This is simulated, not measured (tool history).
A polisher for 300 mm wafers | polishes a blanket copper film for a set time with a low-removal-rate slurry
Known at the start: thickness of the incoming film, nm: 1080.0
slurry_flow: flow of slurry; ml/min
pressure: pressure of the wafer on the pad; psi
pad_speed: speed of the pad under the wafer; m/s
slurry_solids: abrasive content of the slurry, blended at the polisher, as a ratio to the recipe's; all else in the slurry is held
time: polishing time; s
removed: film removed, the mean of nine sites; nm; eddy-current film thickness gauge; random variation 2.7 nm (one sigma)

run 1 hour=0 | slurry_flow=235 pressure=3.1 pad_speed=1.34 slurry_solids=1 time=51 | removed=246.7
run 2 hour=7.8 | slurry_flow=235 pressure=3.1 pad_speed=1.34 slurry_solids=1 time=53 | removed=253.36
run 3 hour=16.4 | slurry_flow=190 pressure=3.1 pad_speed=1.34 slurry_solids=1 time=53 | removed=250.9
run 4 hour=17.1 | slurry_flow=195 pressure=3.4 pad_speed=1.34 slurry_solids=1 time=53 | removed=264.31
run 5 hour=19.8 | slurry_flow=220 pressure=3.7 pad_speed=1.34 slurry_solids=1 time=53 | removed=286.27
run 6 hour=26.8 | slurry_flow=220 pressure=3.7 pad_speed=1.52 slurry_solids=1 time=53 | removed=320.59
run 7 hour=32 | slurry_flow=230 pressure=3.8 pad_speed=1.52 slurry_solids=1 time=53 | removed=326.76
run 8 hour=34.4 | slurry_flow=235 pressure=3.9 pad_speed=1.52 slurry_solids=1 time=53 | removed=334.06

Run 9 comes next. What will it give?
run 9 hour=35.4 | slurry_flow=235 pressure=4 pad_speed=1.52 slurry_solids=1 time=53 | removed=?

removed: 333.2 nm
